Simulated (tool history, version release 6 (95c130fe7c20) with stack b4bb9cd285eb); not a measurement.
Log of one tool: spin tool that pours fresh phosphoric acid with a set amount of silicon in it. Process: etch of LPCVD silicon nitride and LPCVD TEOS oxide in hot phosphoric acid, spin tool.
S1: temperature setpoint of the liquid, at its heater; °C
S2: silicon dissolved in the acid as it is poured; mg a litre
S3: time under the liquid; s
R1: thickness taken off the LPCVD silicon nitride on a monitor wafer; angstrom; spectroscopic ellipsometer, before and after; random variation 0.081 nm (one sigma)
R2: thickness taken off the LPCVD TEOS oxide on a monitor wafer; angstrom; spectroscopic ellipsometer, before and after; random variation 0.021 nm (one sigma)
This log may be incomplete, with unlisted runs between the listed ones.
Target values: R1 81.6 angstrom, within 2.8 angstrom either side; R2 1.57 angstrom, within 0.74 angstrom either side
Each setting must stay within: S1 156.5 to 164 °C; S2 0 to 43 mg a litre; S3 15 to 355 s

{"run": 1, "hour": 0.0, "S1": 159, "S2": 19, "S3": 180, "R1": 157.19, "R2": 2.299}
{"run": 2, "hour": 6.9, "S1": 158.5, "S2": 15.5, "S3": 145, "R1": 123.87, "R2": 1.8918}
{"run": 3, "hour": 13.1, "S1": 158, "S2": 12, "S3": 125, "R1": 105.48, "R2": 1.9338}
{"run": 4, "hour": 14.6, "S1": 158, "S2": 20.5, "S3": 125, "R1": 105.71, "R2": 1.5523}
{"hour": 21.1, "done": "dissolved silicon flow meter replaced"}
{"run": 5, "hour": 21.1, "S1": 157.5, "S2": 17.5, "S3": 115, "R1": 95.552, "R2": 1.6474}
{"run": 6, "hour": 27.2, "S1": 157, "S2": 17, "S3": 110, "R1": 88.577, "R2": 1.3645}
{"run": 7, "hour": 30.3, "S1": 157, "S2": 17, "S3": 110, "R1": 89.997, "R2": 1.712}
{"run": 8, "hour": 32.0, "S1": 157, "S2": 17.5, "S3": 105, "R1": 87.005, "R2": 1.2381}

Which single option among these 4 for the next run brings every result within its allowed miss of target? Just one does.
{"run": "A", "hour": 33.7, "S1": 157.5, "S2": 18.5, "S3": 120, "R1": "?", "R2": "?"}
{"run": "B", "hour": 33.7, "S1": 156.5, "S2": 30.5, "S3": 120, "R1": "?", "R2": "?"}
{"run": "C", "hour": 33.7, "S1": 158, "S2": 8.5, "S3": 95, "R1": "?", "R2": "?"}
{"run": "D", "hour": 33.7, "S1": 157, "S2": 9.5, "S3": 110, "R1": "?", "R2": "?"}

move=A R1=99.196 R2=1.6684
move=B R1=95.875 R2=1.0389
move=C R1=79.874 R2=1.7469
move=D R1=89.396 R2=1.8363
A: moves away from the targets compared with the last run
B: moves away from the targets compared with the last run
C: in spec on every target
D: moves away from the targets compared with the last run
C is the move that brings every result within its allowed miss.
